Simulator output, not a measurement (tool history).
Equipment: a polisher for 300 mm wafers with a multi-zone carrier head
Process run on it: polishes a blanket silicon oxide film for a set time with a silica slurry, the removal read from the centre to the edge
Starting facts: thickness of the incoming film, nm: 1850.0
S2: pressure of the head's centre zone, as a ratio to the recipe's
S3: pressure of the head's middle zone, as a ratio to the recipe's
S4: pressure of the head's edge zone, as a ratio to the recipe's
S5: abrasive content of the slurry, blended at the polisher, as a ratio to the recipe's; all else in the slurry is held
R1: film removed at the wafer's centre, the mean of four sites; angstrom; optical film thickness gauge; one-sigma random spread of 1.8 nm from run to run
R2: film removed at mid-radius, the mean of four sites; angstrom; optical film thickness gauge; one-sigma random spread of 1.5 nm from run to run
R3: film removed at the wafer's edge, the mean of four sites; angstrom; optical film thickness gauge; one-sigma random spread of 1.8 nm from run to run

{"run": 1, "hour": 0.0, "flow of slurry (ml/min)": 280, "S2": 1.0, "S3": 1.0, "S4": 1.0, "S5": 1.0, "polishing time (s)": 57, "R1": 2418.8, "R2": 2445.1, "R3": 2552.0}
{"run": 2, "hour": 6.9, "flow of slurry (ml/min)": 280, "S2": 0.99, "S3": 1.01, "S4": 0.98, "S5": 0.9, "polishing time (s)": 54, "R1": 2154.3, "R2": 2254.2, "R3": 2309.6}
{"run": 3, "hour": 7.7, "flow of slurry (ml/min)": 280, "S2": 0.99, "S3": 1.01, "S4": 1.05, "S5": 0.9, "polishing time (s)": 54, "R1": 2202.3, "R2": 2198.9, "R3": 2343.6}
{"run": 4, "hour": 9.7, "flow of slurry (ml/min)": 285, "S2": 0.99, "S3": 1.03, "S4": 1.03, "S5": 0.85, "polishing time (s)": 51, "R1": 2041.3, "R2": 2081.1, "R3": 2148.0}
{"run": 5, "hour": 12.8, "flow of slurry (ml/min)": 285, "S2": 0.94, "S3": 1.03, "S4": 1.03, "S5": 0.85, "polishing time (s)": 51, "R1": 1963.6, "R2": 2112.4, "R3": 2176.5}
{"run": 6, "hour": 20.5, "flow of slurry (ml/min)": 285, "S2": 0.94, "S3": 1.03, "S4": 1.03, "S5": 0.7, "polishing time (s)": 51, "R1": 1780.1, "R2": 1928.2, "R3": 2048.6}
{"run": 7, "hour": 26.2, "flow of slurry (ml/min)": 290, "S2": 0.95, "S3": 1.05, "S4": 1.01, "S5": 0.65, "polishing time (s)": 49, "R1": 1651.9, "R2": 1819.6, "R3": 1844.6}

Predict the results of run 8:
{"run": 8, "hour": 30.8, "flow of slurry (ml/min)": 290, "S2": 0.96, "S3": 1.06, "S4": 0.99, "S5": 0.6, "polishing time (s)": 48, "R1": "?", "R2": "?", "R3": "?"}

R1: 1578.4 angstrom
R2: 1716.5 angstrom
R3: 1721.7 angstrom
